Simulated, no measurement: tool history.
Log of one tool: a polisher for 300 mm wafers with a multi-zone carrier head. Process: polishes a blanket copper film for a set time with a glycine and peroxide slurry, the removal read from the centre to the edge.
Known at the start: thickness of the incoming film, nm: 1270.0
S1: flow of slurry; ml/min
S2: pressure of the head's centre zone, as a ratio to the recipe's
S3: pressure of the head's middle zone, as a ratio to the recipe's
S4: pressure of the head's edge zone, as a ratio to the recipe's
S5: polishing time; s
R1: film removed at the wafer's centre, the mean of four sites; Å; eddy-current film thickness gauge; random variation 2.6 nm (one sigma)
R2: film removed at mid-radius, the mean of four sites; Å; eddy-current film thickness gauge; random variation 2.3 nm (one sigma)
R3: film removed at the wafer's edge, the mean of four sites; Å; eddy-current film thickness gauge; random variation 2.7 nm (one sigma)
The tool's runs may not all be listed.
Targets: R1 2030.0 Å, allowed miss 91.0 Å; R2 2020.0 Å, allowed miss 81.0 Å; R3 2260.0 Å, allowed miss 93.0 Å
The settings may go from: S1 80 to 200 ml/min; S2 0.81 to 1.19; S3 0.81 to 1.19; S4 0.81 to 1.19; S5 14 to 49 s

{"run": 1, "hour": 0.0, "S1": 130, "S2": 1.0, "S3": 1.0, "S4": 1.0, "S5": 31, "R1": 1699.1, "R2": 1869.5, "R3": 1707.7}
{"run": 2, "hour": 1.5, "S1": 130, "S2": 1.0, "S3": 1.0, "S4": 1.0, "S5": 38, "R1": 2167.8, "R2": 2214.9, "R3": 2119.9}
{"run": 3, "hour": 4.0, "S1": 130, "S2": 1.0, "S3": 0.92, "S4": 1.0, "S5": 38, "R1": 2154.4, "R2": 2096.5, "R3": 2080.0}
{"run": 4, "hour": 5.5, "S1": 130, "S2": 1.0, "S3": 1.0, "S4": 1.0, "S5": 38, "R1": 2120.6, "R2": 2248.6, "R3": 2144.3}
{"run": 5, "hour": 10.6, "S1": 130, "S2": 1.0, "S3": 1.0, "S4": 1.0, "S5": 31, "R1": 1752.1, "R2": 1856.7, "R3": 1745.9}
{"run": 6, "hour": 17.2, "S1": 130, "S2": 1.05, "S3": 1.0, "S4": 1.0, "S5": 31, "R1": 1851.7, "R2": 1876.5, "R3": 1716.8}
{"run": 7, "hour": 25.3, "S1": 130, "S2": 1.03, "S3": 0.98, "S4": 1.04, "S5": 32, "R1": 1903.2, "R2": 1860.2, "R3": 1821.3}
{"run": 8, "hour": 28.6, "S1": 165, "S2": 0.93, "S3": 0.98, "S4": 1.14, "S5": 35, "R1": 1896.8, "R2": 2155.9, "R3": 2136.0}
{"run": 9, "hour": 32.3, "S1": 160, "S2": 0.93, "S3": 0.96, "S4": 1.15, "S5": 35, "R1": 1916.4, "R2": 2065.3, "R3": 2169.1}

4 next moves are on the table. One of them brings every result within its allowed miss. Which?
{"run": "A", "hour": 36.0, "S1": 140, "S2": 0.87, "S3": 0.92, "S4": 1.18, "S5": 35, "R1": "?", "R2": "?", "R3": "?"}
{"run": "B", "hour": 36.0, "S1": 160, "S2": 0.99, "S3": 0.9, "S4": 1.09, "S5": 35, "R1": "?", "R2": "?", "R3": "?"}
{"run": "C", "hour": 36.0, "S1": 200, "S2": 0.91, "S3": 0.95, "S4": 1.1, "S5": 32, "R1": "?", "R2": "?", "R3": "?"}
{"run": "D", "hour": 36.0, "S1": 150, "S2": 0.96, "S3": 0.9, "S4": 1.19, "S5": 36, "R1": "?", "R2": "?", "R3": "?"}

move=A R1=1758.3 R2=1997.8 R3=2137.0
move=B R1=2058.4 R2=2013.2 R3=2088.1
move=C R1=1798.1 R2=1983.3 R3=1965.9
move=D R1=2026.4 R2=2047.4 R3=2228.6
A: further off than the last run
B: brings the result that was furthest off to its target, and leaves another outside
C: further off than the last run
D: meets every target
Move D is the one to make.
